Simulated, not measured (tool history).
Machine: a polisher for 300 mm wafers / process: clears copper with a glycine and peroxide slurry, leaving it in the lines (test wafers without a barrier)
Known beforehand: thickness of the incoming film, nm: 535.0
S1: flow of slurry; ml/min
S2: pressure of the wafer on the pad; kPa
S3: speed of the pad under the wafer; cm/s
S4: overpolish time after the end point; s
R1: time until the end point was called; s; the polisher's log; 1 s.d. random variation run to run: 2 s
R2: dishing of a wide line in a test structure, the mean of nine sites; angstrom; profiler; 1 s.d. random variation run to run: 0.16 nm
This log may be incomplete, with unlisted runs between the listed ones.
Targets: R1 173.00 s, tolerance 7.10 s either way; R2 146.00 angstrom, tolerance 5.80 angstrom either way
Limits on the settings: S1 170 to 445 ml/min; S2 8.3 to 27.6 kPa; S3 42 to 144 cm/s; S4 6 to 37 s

run,hour,S1,S2,S3,S4,R1,R2
1,0.0,285,17.9,92,19,123.26,362.06
2,2.7,235,17.9,92,19,127.04,360.20
3,6.0,235,17.9,102,19,117.13,375.77
4,10.3,255,17.2,100,18,121.81,350.66
5,18.6,275,16.5,98,17,125.03,330.20
6,25.3,205,16.5,98,17,130.11,326.45
7,27.8,230,15.9,96,16,135.43,304.87
8,34.2,310,11.0,88,7,177.84,122.20
9,41.4,305,11.0,88,7,183.87,124.91
10,42.3,300,11.0,88,7,183.92,123.22
11,45.0,295,11.0,88,7,183.63,124.40
12,49.2,290,11.0,88,7,180.81,123.29

Of the 4 settings listed for the next run, only one would bring every result within its allowed miss of target. Which one?
A,53.4,245,13.8,64,10,?,?
B,53.4,305,11.0,96,9,?,?
C,53.4,315,11.7,90,8,?,?
D,53.4,180,11.0,104,9,?,?

move,R1,R2
A,198.30,159.44
B,176.05,159.68
C,175.20,145.01
D,178.81,157.19
A: takes the result that was furthest off past its target
B: takes the result that was furthest off past its target
C: all results land within tolerance of their targets
D: takes the result that was furthest off past its target
Go with C: it meets all targets.
